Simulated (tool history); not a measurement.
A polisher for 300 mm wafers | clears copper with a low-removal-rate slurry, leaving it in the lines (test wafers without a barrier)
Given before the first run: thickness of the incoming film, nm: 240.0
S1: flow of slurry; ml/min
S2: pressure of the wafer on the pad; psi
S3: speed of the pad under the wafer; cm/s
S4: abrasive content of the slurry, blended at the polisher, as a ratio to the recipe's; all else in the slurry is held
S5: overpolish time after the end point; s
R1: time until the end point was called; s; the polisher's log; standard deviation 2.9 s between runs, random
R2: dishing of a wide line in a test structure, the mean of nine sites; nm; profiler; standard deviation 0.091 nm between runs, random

Run 1, hour 0: S1 260 ml/min, S2 3.1 psi, S3 86 cm/s, S4 1, S5 10 s. Result: R1 76.503 s, R2 20.779 nm.
Run 2, hour 8.7: S1 260 ml/min, S2 3.1 psi, S3 86 cm/s, S4 1, S5 8 s. Result: R1 80.035 s, R2 16.89 nm.
Run 3, hour 17.4: S1 260 ml/min, S2 2.7 psi, S3 82 cm/s, S4 1, S5 7 s. Result: R1 93.732 s, R2 12.826 nm.
Run 4, hour 21.7: S1 310 ml/min, S2 2.7 psi, S3 82 cm/s, S4 1, S5 7 s. Result: R1 88.124 s, R2 13.072 nm.
Run 5, hour 27.4: S1 290 ml/min, S2 2.3 psi, S3 80 cm/s, S4 1, S5 7 s. Result: R1 110.88 s, R2 10.853 nm.
Run 6, hour 28: S1 290 ml/min, S2 2.3 psi, S3 80 cm/s, S4 0.85, S5 7 s. Result: R1 111.32 s, R2 10.759 nm.
Run 7, hour 32.1: S1 290 ml/min, S2 2.3 psi, S3 80 cm/s, S4 0.85, S5 7 s. Result: R1 111.04 s, R2 10.556 nm.
Run 8, hour 36.5: S1 280 ml/min, S2 2.1 psi, S3 80 cm/s, S4 0.85, S5 7 s. Result: R1 123.31 s, R2 9.8667 nm.
Run 9, hour 38.3: S1 275 ml/min, S2 2 psi, S3 80 cm/s, S4 0.85, S5 7 s. Result: R1 132.06 s, R2 9.3738 nm.
Run 10, hour 39.7: S1 270 ml/min, S2 1.9 psi, S3 80 cm/s, S4 0.85, S5 7 s. Result: R1 139.92 s, R2 8.9453 nm.
Run 11, hour 42.3: S1 265 ml/min, S2 1.9 psi, S3 80 cm/s, S4 0.85, S5 7 s. Result: R1 138.18 s, R2 8.8224 nm.

Estimate the outcome of run 12 from the log above:
Run 12, hour 47: S1 255 ml/min, S2 1.9 psi, S3 80 cm/s, S4 0.85, S5 7 s. Result: R1 ?, R2 ?.

{"run 12": {"R1": 134.21, "R2": 8.6537}}
